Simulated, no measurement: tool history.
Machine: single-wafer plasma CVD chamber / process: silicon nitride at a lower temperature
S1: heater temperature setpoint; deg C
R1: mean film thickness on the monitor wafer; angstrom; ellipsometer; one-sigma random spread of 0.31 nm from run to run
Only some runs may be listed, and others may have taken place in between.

Run 1, hour 0: S1 330 deg C, chamber pressure (Torr) 2.05, RF power (W) 350, deposition time (s) 40.5. Result: R1 547.33 angstrom.
Run 2, hour 2: S1 330 deg C, chamber pressure (Torr) 2.16, RF power (W) 365, deposition time (s) 40.6. Result: R1 575.71 angstrom.
Run 3, hour 5.8: S1 335 deg C, chamber pressure (Torr) 2.16, RF power (W) 365, deposition time (s) 40.6. Result: R1 579.31 angstrom.
Run 4, hour 13: S1 335 deg C, chamber pressure (Torr) 2.28, RF power (W) 370, deposition time (s) 40.6. Result: R1 590.01 angstrom.
Run 5, hour 18.3: S1 346 deg C, chamber pressure (Torr) 2.28, RF power (W) 370, deposition time (s) 40.6. Result: R1 590.04 angstrom.
Run 6, hour 24.5: S1 346 deg C, chamber pressure (Torr) 2.36, RF power (W) 380, deposition time (s) 40.6. Result: R1 610.38 angstrom.
Run 7, hour 26.1: S1 346 deg C, chamber pressure (Torr) 2.43, RF power (W) 385, deposition time (s) 40.6. Result: R1 616.95 angstrom.
Run 8, hour 27.8: S1 346 deg C, chamber pressure (Torr) 2.48, RF power (W) 390, deposition time (s) 40.6. Result: R1 626.76 angstrom.
Run 9, hour 33.3: S1 346 deg C, chamber pressure (Torr) 2.53, RF power (W) 395, deposition time (s) 40.6. Result: R1 637.8 angstrom.
Run 10, hour 39.5: S1 346 deg C, chamber pressure (Torr) 2.57, RF power (W) 400, deposition time (s) 40.6. Result: R1 649.63 angstrom.
Run 11, hour 44.1: S1 346 deg C, chamber pressure (Torr) 2.61, RF power (W) 400, deposition time (s) 40.6. Result: R1 644.68 angstrom.
Run 12, hour 52.2: S1 346 deg C, chamber pressure (Torr) 2.64, RF power (W) 405, deposition time (s) 40.6. Result: R1 656.83 angstrom.
Run 13, hour 53.1: S1 346 deg C, chamber pressure (Torr) 2.67, RF power (W) 405, deposition time (s) 40.6. Result: R1 657.11 angstrom.

Predict the results of run 14:
Run 14, hour 58: S1 346 deg C, chamber pressure (Torr) 2.69, RF power (W) 405, deposition time (s) 40.6. Result: R1 ?.

R1: 658.34 angstrom

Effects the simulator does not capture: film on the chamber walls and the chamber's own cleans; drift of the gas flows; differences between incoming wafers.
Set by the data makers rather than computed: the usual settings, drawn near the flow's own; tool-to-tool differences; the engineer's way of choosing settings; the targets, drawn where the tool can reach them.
